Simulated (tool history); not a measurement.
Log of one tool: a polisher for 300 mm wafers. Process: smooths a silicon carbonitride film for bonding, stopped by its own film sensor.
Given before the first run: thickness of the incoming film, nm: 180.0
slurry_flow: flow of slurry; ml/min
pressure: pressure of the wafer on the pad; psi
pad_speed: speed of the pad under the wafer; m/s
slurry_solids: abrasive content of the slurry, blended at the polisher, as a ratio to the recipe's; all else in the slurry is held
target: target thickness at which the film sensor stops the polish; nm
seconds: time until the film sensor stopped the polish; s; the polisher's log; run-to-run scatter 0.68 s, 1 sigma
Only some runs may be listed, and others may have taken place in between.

| run | hour | slurry_flow | pressure | pad_speed | slurry_solids | target | seconds |
|---|---|---|---|---|---|---|---|
| 1 | 0.0 | 210 | 1.8 | 0.98 | 1.00 | 163 | 85.667 |
| 2 | 4.9 | 210 | 1.8 | 0.98 | 0.85 | 163 | 92.478 |
| 3 | 13.4 | 210 | 1.4 | 0.98 | 0.85 | 163 | 117.070 |
| 4 | 15.5 | 210 | 1.7 | 1.00 | 0.85 | 163 | 96.233 |
| 5 | 20.0 | 210 | 1.9 | 1.00 | 0.85 | 163 | 86.493 |
| 6 | 27.2 | 210 | 2.1 | 1.00 | 0.85 | 163 | 79.641 |

The next listed run, before its measurement:
| 7 | 31.5 | 210 | 2.2 | 1.00 | 0.85 | 163 | ? |

seconds: 75.053 s
